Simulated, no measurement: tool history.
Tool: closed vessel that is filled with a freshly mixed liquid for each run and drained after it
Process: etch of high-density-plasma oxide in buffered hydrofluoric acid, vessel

run    day  temperature setpoint of the liquid (C)  parts of 40 % ammonium fluoride to one part of 49 % hydrofluoric acid (parts by volume)  time in the liquid (s)  thickness taken off the high-density-plasma oxide on a monitor wafer (Å)
  1      0                                      20                                                                                       15                      35                                                                    205.75
  2  0.362                                    22.5                                                                                     14.5                      35                                                                    244.74
  3  0.496                                    22.5                                                                                     14.5                      35                                                                    249.03
  4  0.612                                      24                                                                                     14.5                      35                                                                    266.82
  5  0.821                                      25                                                                                       14                      35                                                                     292.5
  6  1.162                                      26                                                                                     13.5                      35                                                                    319.39
  7  1.342                                    26.5                                                                                     13.5                      35                                                                    331.24
  8  1.529                                      27                                                                                     13.5                      35                                                                    340.07

Forecast run 9:
  9  1.588                                    27.5                                                                                     13.5                      35                                                                         ?

thickness taken off the high-density-plasma oxide on a monitor wafer (Å): 344.57
